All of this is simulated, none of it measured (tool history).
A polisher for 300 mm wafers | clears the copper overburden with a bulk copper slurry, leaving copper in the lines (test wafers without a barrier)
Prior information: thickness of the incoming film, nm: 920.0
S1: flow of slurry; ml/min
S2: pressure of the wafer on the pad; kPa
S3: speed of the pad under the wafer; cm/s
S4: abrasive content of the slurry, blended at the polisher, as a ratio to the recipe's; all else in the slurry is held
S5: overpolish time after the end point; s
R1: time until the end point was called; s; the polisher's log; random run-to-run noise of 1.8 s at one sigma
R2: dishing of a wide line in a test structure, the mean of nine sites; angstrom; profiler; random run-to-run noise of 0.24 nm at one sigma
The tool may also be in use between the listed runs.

run	hour	S1	S2	S3	S4	S5	R1	R2
1	0	225	15.2	126	1	10	93.173	618.01
2	2.8	225	15.2	126	1	14	94.486	747.01
3	5.9	225	13.8	124	1	12	104.29	647.13
4	8.1	225	12.4	124	1	12	114.05	602.46
5	12.9	210	12.4	120	0.9	10	121.25	498.86
6	17.4	195	12.4	118	0.85	9	128.84	448.68
7	23.9	185	11.7	120	0.8	8	131.55	391.57
8	26.2	175	11	124	0.75	7	138.77	343.19
9	31.5	170	10.3	130	0.7	6	143.53	289.94
10	38.4	165	9.7	138	0.65	5	148.03	244.79
11	40.7	160	9	146	0.6	5	147.32	235.92
12	47.7	155	8.3	152	0.6	5	159.18	230
13	54	150	8.3	160	0.6	5	154.28	235.67
14	60.1	185	8.3	156	0.6	5	147.93	242.54
15	61.1	175	8.3	162	0.6	5	146.86	253.47
16	66.5	170	9	150	0.6	5	145.88	242.92

Forecast run 17:
17	71.4	165	9	156	0.6	5	?	?

Run 17 measured R1 141.57 s, R2 251.97 angstrom.
